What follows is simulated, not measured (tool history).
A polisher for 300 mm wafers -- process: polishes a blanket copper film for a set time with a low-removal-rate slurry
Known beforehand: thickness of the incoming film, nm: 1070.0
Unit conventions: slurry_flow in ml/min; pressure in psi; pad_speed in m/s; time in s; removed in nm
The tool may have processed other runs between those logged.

run  hour  slurry_flow  pressure  pad_speed  slurry_solids  time  removed
  1     0          310       2.4        1.4              1    84   297.74
  2   7.7          310       2.4        1.4              1    84    302.7
  3  10.1          305         2        1.4              1    84   250.19
  4  14.9          305         2        1.4           1.15    84   260.24
  5    22          300       1.7        1.4           1.15    84    220.4
  6  27.4          300       1.7        1.4           1.15    84   220.45
  7    30          290       1.2        1.4           1.15    84   156.86

Expected results for the next run?
  8  32.3          325       1.3        1.4           1.15    84        ?

removed: 173.3 nm
